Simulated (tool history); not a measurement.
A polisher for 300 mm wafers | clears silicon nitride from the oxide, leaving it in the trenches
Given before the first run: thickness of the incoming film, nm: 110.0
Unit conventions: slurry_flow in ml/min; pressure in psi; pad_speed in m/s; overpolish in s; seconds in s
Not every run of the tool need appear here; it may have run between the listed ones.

run,hour,slurry_flow,pressure,pad_speed,overpolish,seconds
1,0,210,3.3,1.26,6,73.487
2,5.1,210,2.6,1.26,6,92.537
3,11.8,240,2.6,1.26,6,88.671
4,17.7,240,2.6,1.26,6,89.919
5,19,285,2.6,1.26,6,88.557
# hour 20.3: worn pad replaced by a new one
6,20.3,285,2.5,1.26,6,80.459
7,27.2,265,2.4,1.26,6,84.512

For run 8, what comes out?
8,34.8,250,2.2,1.26,6,?

{"run 8": {"seconds": 91.309}}
